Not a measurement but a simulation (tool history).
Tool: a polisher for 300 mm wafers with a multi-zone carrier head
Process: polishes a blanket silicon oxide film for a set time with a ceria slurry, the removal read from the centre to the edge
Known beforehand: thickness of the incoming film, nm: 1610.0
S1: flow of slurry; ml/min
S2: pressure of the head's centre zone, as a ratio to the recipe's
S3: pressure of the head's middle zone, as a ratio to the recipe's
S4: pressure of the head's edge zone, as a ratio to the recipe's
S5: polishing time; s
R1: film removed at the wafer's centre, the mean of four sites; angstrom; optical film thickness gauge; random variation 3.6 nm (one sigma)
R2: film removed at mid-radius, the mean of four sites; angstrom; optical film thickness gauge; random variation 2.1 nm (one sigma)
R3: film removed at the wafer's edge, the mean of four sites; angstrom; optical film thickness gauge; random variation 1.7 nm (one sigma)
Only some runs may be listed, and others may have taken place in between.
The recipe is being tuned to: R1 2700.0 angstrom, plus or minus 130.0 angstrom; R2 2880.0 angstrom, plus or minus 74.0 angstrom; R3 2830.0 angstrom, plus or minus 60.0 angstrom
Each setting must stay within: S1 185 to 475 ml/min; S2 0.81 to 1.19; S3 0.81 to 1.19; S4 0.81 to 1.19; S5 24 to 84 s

run,hour,S1,S2,S3,S4,S5,R1,R2,R3
1,0.0,305,1.00,1.00,1.00,54,3789.3,3695.5,3676.4
2,5.5,300,0.97,0.98,0.97,52,3428.3,3518.0,3518.6
3,9.8,300,0.97,0.98,0.97,46,3091.7,3103.5,3114.3
4,18.1,300,0.97,0.98,0.89,46,3082.0,3105.0,2987.9
5,25.9,290,0.95,0.97,0.87,46,3058.1,3069.8,2947.9
6,27.4,260,0.95,0.97,0.87,46,2950.6,3043.4,2970.1
7,30.0,255,0.94,0.96,0.86,46,2920.6,3009.1,2924.8
8,35.0,250,0.93,0.95,0.85,46,2978.8,3000.4,2881.3
9,39.8,240,0.91,0.95,0.86,46,2849.2,2985.9,2899.8
10,46.0,235,0.90,0.94,0.86,46,2746.7,2943.2,2925.2
11,52.3,235,0.90,0.94,0.85,46,2837.0,2894.4,2881.2

Consider the 5 candidate settings below. Which is the only one whose results all fall within their allowed miss of target?
A,58.6,270,0.93,0.91,0.84,47,?,?,?
B,58.6,255,0.96,0.90,0.82,46,?,?,?
C,58.6,225,0.96,0.90,0.88,46,?,?,?
D,58.6,185,0.93,0.96,0.87,45,?,?,?
E,58.6,240,0.81,0.87,0.86,47,?,?,?

move,R1,R2,R3
A,3024.9,2965.5,2962.0
B,3039.6,2864.7,2858.0
C,3001.7,2832.3,2924.5
D,2785.3,2850.2,2803.6
E,2603.0,2842.9,2971.5
A: further off than the last run
B: further off than the last run
C: further off than the last run
D: all results land within tolerance of their targets
E: puts the biggest miss on target and leaves a different result outside tolerance
Move D is the one to make.

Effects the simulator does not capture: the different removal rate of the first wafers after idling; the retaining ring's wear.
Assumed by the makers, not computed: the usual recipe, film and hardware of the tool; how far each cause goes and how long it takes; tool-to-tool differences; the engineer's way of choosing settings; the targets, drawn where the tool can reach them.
